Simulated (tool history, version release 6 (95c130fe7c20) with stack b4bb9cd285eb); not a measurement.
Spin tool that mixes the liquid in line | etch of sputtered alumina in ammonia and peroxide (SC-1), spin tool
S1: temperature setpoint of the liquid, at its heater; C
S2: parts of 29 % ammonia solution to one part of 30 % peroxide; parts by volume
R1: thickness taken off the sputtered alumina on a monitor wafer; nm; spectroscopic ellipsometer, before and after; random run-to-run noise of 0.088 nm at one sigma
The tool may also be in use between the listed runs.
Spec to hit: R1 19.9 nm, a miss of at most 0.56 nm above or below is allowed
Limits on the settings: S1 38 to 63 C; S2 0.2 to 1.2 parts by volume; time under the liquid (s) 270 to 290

Run 1, hour 0: S1 47 C, S2 0.9 parts by volume, time under the liquid (s) 270. Result: R1 10.363 nm.
Run 2, hour 7: S1 50.5 C, S2 0.9 parts by volume, time under the liquid (s) 270. Result: R1 12.424 nm.
Run 3, hour 14.2: S1 50.5 C, S2 1.2 parts by volume, time under the liquid (s) 270. Result: R1 12.992 nm.
Run 4, hour 22.9: S1 50.5 C, S2 1.1 parts by volume, time under the liquid (s) 270. Result: R1 12.857 nm.
Run 5, hour 31.2: S1 50.5 C, S2 1.1 parts by volume, time under the liquid (s) 270. Result: R1 12.808 nm.
Run 6, hour 39.3: S1 55 C, S2 1.1 parts by volume, time under the liquid (s) 270. Result: R1 16.345 nm.
Run 7, hour 44.7: S1 56 C, S2 1.1 parts by volume, time under the liquid (s) 270. Result: R1 17.162 nm.
Run 8, hour 47.1: S1 57 C, S2 1.1 parts by volume, time under the liquid (s) 270. Result: R1 18.125 nm.
Run 9, hour 54.7: S1 57.5 C, S2 1.1 parts by volume, time under the liquid (s) 270. Result: R1 18.686 nm.
Run 10, hour 57.1: S1 58 C, S2 1.1 parts by volume, time under the liquid (s) 270. Result: R1 19.174 nm.

Exercise: of the 5 proposed moves below, exactly one satisfies all targets within the stated allowed misses. Which move is it?
Run A, hour 59.5: S1 56.5 C, S2 1 parts by volume, time under the liquid (s) 280. Result: R1 ?.
Run B, hour 59.5: S1 58 C, S2 1.05 parts by volume, time under the liquid (s) 270. Result: R1 ?.
Run C, hour 59.5: S1 56 C, S2 1.2 parts by volume, time under the liquid (s) 285. Result: R1 ?.
Run D, hour 59.5: S1 57 C, S2 1.2 parts by volume, time under the liquid (s) 275. Result: R1 ?.
Run E, hour 59.5: S1 59 C, S2 0.75 parts by volume, time under the liquid (s) 275. Result: R1 ?.

move      R1
   A  18.235
   B  19.107
   C  18.394
   D  18.706
   E  19.853
A: misses by more than the last run did
B: misses by more than the last run did
C: misses by more than the last run did
D: misses by more than the last run did
E: hits every target within its allowed miss
Move E is the one to make.
